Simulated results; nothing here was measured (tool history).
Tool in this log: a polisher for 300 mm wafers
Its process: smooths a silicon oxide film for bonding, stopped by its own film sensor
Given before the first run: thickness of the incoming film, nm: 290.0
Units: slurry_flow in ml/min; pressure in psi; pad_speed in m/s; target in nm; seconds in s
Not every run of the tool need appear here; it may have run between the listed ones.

| run | hour | slurry_flow | pressure | pad_speed | slurry_solids | target | seconds |
|---|---|---|---|---|---|---|---|
| 1 | 0.0 | 130 | 1.8 | 1.08 | 1.0 | 216 | 88.000 |
| 2 | 5.4 | 130 | 1.8 | 1.08 | 1.0 | 216 | 92.585 |
| 3 | 7.0 | 130 | 1.7 | 1.06 | 1.0 | 216 | 98.385 |
| 4 | 15.2 | 130 | 1.6 | 1.06 | 1.0 | 216 | 102.420 |
| 5 | 23.6 | 130 | 1.5 | 1.06 | 1.0 | 216 | 110.540 |
| 6 | 30.4 | 130 | 1.5 | 1.06 | 1.0 | 212 | 114.950 |

Run 7 has not been measured yet. What should we expect?
| 7 | 34.2 | 130 | 1.4 | 1.06 | 1.0 | 212 | ? |

seconds: 127.690 s
